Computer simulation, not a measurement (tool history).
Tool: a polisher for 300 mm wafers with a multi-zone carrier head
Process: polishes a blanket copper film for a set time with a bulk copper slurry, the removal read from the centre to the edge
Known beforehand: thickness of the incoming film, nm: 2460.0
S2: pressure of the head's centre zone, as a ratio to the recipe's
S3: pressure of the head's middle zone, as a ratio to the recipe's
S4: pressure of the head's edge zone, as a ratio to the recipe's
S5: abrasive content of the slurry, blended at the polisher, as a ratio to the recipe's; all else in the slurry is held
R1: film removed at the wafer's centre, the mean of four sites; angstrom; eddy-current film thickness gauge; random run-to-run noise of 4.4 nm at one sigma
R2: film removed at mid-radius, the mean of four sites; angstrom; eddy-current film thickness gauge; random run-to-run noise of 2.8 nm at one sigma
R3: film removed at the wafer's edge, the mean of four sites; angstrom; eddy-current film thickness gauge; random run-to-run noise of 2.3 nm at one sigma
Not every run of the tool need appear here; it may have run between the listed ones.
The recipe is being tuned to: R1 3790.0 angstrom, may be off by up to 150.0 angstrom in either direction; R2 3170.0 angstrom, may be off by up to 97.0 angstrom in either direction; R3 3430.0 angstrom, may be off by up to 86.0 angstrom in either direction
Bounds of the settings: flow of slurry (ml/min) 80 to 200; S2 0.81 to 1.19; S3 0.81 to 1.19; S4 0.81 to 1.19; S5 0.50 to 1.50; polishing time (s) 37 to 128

{"run": 1, "day": 0.0, "flow of slurry (ml/min)": 130, "S2": 1.0, "S3": 1.0, "S4": 1.0, "S5": 1.0, "polishing time (s)": 82, "R1": 4435.8, "R2": 4430.4, "R3": 4474.0}
{"run": 2, "day": 0.075, "flow of slurry (ml/min)": 125, "S2": 1.01, "S3": 0.98, "S4": 0.98, "S5": 0.95, "polishing time (s)": 82, "R1": 4269.2, "R2": 4203.5, "R3": 4337.3}
{"run": 3, "day": 0.138, "flow of slurry (ml/min)": 125, "S2": 1.03, "S3": 0.97, "S4": 0.96, "S5": 0.9, "polishing time (s)": 82, "R1": 4370.4, "R2": 4161.7, "R3": 4256.1}
{"run": 4, "day": 0.317, "flow of slurry (ml/min)": 125, "S2": 1.06, "S3": 0.97, "S4": 0.96, "S5": 0.9, "polishing time (s)": 82, "R1": 4478.9, "R2": 4161.2, "R3": 4199.4}
{"run": 5, "day": 0.438, "flow of slurry (ml/min)": 115, "S2": 1.06, "S3": 0.97, "S4": 0.96, "S5": 0.9, "polishing time (s)": 82, "R1": 4272.9, "R2": 4121.5, "R3": 4124.3}
{"run": 6, "day": 0.679, "flow of slurry (ml/min)": 85, "S2": 1.06, "S3": 0.97, "S4": 0.96, "S5": 0.9, "polishing time (s)": 82, "R1": 3882.4, "R2": 3674.6, "R3": 3883.0}
{"run": 7, "day": 0.792, "flow of slurry (ml/min)": 85, "S2": 1.06, "S3": 0.97, "S4": 0.96, "S5": 0.9, "polishing time (s)": 82, "R1": 3909.1, "R2": 3674.1, "R3": 3867.4}
{"run": 8, "day": 0.867, "flow of slurry (ml/min)": 85, "S2": 1.07, "S3": 0.96, "S4": 0.95, "S5": 0.9, "polishing time (s)": 82, "R1": 3843.2, "R2": 3635.7, "R3": 3881.1}
{"run": 9, "day": 1.162, "flow of slurry (ml/min)": 85, "S2": 1.08, "S3": 0.95, "S4": 0.94, "S5": 0.85, "polishing time (s)": 82, "R1": 3802.9, "R2": 3515.5, "R3": 3777.6}
{"run": 10, "day": 1.425, "flow of slurry (ml/min)": 85, "S2": 1.09, "S3": 0.94, "S4": 0.93, "S5": 0.85, "polishing time (s)": 82, "R1": 3944.0, "R2": 3524.0, "R3": 3727.9}
{"run": 11, "day": 1.642, "flow of slurry (ml/min)": 85, "S2": 1.09, "S3": 0.93, "S4": 0.92, "S5": 0.85, "polishing time (s)": 82, "R1": 3850.5, "R2": 3532.9, "R3": 3738.2}
{"run": 12, "day": 1.792, "flow of slurry (ml/min)": 90, "S2": 1.18, "S3": 0.86, "S4": 0.86, "S5": 0.6, "polishing time (s)": 80, "R1": 3722.3, "R2": 2914.6, "R3": 3162.8}
{"run": 13, "day": 2.154, "flow of slurry (ml/min)": 95, "S2": 1.17, "S3": 0.86, "S4": 0.86, "S5": 0.6, "polishing time (s)": 80, "R1": 3883.7, "R2": 2940.5, "R3": 3189.4}
{"run": 14, "day": 2.479, "flow of slurry (ml/min)": 95, "S2": 1.16, "S3": 0.86, "S4": 0.87, "S5": 0.6, "polishing time (s)": 80, "R1": 3741.9, "R2": 2932.9, "R3": 3189.6}
{"run": 15, "day": 2.667, "flow of slurry (ml/min)": 95, "S2": 1.15, "S3": 0.86, "S4": 0.88, "S5": 0.6, "polishing time (s)": 80, "R1": 3712.1, "R2": 2903.2, "R3": 3225.7}
{"run": 16, "day": 3.017, "flow of slurry (ml/min)": 95, "S2": 1.14, "S3": 0.86, "S4": 0.88, "S5": 0.6, "polishing time (s)": 80, "R1": 3691.0, "R2": 2920.3, "R3": 3245.3}
{"run": 17, "day": 3.279, "flow of slurry (ml/min)": 95, "S2": 1.13, "S3": 0.86, "S4": 0.88, "S5": 0.6, "polishing time (s)": 80, "R1": 3625.0, "R2": 2881.4, "R3": 3210.7}

Pick the move, out of 4, that brings all results within their allowed miss; only one does.
{"run": "A", "day": 3.542, "flow of slurry (ml/min)": 120, "S2": 1.08, "S3": 0.87, "S4": 0.91, "S5": 0.55, "polishing time (s)": 84, "R1": "?", "R2": "?", "R3": "?"}
{"run": "B", "day": 3.542, "flow of slurry (ml/min)": 105, "S2": 1.17, "S3": 0.85, "S4": 0.86, "S5": 0.55, "polishing time (s)": 86, "R1": "?", "R2": "?", "R3": "?"}
{"run": "C", "day": 3.542, "flow of slurry (ml/min)": 110, "S2": 1.12, "S3": 0.93, "S4": 0.88, "S5": 0.65, "polishing time (s)": 70, "R1": "?", "R2": "?", "R3": "?"}
{"run": "D", "day": 3.542, "flow of slurry (ml/min)": 115, "S2": 1.07, "S3": 0.85, "S4": 1.04, "S5": 0.55, "polishing time (s)": 76, "R1": "?", "R2": "?", "R3": "?"}

move=A R1=3886.8 R2=3185.8 R3=3458.0
move=B R1=4128.5 R2=3078.6 R3=3361.7
move=C R1=3513.5 R2=2942.5 R3=2996.4
move=D R1=3437.9 R2=2794.9 R3=3308.5
A: every result lands within tolerance
B: the worst result of the last run now meets its target, but another is out of spec
C: its largest miss is bigger than the last run's
D: its largest miss is bigger than the last run's
A is the move that brings every result within its allowed miss.

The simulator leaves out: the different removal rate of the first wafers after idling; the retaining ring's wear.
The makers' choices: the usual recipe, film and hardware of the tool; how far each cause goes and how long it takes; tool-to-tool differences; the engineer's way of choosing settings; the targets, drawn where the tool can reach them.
